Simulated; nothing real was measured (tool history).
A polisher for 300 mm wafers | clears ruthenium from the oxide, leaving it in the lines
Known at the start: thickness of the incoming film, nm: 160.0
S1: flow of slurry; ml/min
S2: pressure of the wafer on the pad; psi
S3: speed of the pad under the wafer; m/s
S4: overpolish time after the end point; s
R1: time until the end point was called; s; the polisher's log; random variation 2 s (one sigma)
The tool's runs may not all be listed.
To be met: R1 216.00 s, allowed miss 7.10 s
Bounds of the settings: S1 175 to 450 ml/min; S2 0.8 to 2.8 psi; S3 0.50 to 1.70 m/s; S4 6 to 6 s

run	day	S1	S2	S3	S4	R1
1	0.000	290	1.8	1.10	6	122.14
2	0.250	335	1.8	1.10	6	122.16
3	0.388	335	1.8	1.10	6	121.83
4	0.525	335	1.8	0.96	6	136.84
5	0.888	335	1.6	0.96	6	152.81
6	1.083	335	1.5	0.96	6	163.24
7	1.108	335	1.4	0.96	6	175.04
8	1.254	335	1.3	0.96	6	187.56
9	1.383	335	1.2	0.96	6	202.52

Which of these 5 next moves meets every target?
A	1.512	420	1.2	0.96	6	?
B	1.512	450	1.1	1.08	6	?
C	1.512	385	0.9	1.20	6	?
D	1.512	290	1.3	0.88	6	?
E	1.512	325	1.1	1.04	6	?

move	R1
A	197.51
B	194.15
C	217.40
D	202.03
E	205.08
A: further off than the last run
B: further off than the last run
C: meets every target
D: as far off as the last run
E: nearer than the last run, and not there yet
Answer: C

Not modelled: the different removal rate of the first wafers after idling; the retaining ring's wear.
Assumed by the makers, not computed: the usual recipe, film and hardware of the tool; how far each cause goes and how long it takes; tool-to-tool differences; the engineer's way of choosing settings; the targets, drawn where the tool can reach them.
